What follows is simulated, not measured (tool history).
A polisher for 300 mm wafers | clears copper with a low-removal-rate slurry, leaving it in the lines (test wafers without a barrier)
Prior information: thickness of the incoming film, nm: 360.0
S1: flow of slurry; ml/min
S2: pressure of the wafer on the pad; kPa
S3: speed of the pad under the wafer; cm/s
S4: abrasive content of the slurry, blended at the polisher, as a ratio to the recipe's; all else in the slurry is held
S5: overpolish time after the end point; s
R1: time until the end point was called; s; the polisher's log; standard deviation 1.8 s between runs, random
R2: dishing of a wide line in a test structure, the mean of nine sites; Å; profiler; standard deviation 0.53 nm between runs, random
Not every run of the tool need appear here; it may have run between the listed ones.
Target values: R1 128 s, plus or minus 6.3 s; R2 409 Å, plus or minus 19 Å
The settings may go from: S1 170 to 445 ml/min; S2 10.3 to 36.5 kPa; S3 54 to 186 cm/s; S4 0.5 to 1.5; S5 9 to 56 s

run,hour,S1,S2,S3,S4,S5,R1,R2
1,0,285,23.4,118,1,29,94.841,419.95
2,1.4,285,23.4,118,0.9,29,100.72,416.71
3,5,285,23.4,142,0.9,29,81.064,446.6
4,10.9,285,20.7,140,0.9,32,91.464,426.67
5,13.5,285,20.7,140,1.05,32,89.991,432.63
6,18,285,20.7,140,1.05,43,91.555,473.48
7,19.5,285,18.6,138,1.05,44,100.01,453.58
8,20.4,285,11.7,134,1.05,47,163.08,373.15
9,26,285,13.1,134,1.05,46,146.61,395.58
10,33.7,285,15.9,136,1.05,42,117.64,416.23

Which one of the following 4 next-run settings gets every result inside its allowed miss? There is exactly one.
A,41.4,300,15.9,148,1.1,32,?,?
B,41.4,315,13.8,150,0.85,44,?,?
C,41.4,220,15.2,152,1.05,29,?,?
D,41.4,300,20,116,1.05,56,?,?

move,R1,R2
A,110.59,403.38
B,130.8,414.46
C,117.09,377.85
D,113.26,478.09
A: misses by more than the last run did
B: all results land within tolerance of their targets
C: misses by more than the last run did
D: misses by more than the last run did
So the answer is move B, the one that meets all the targets.
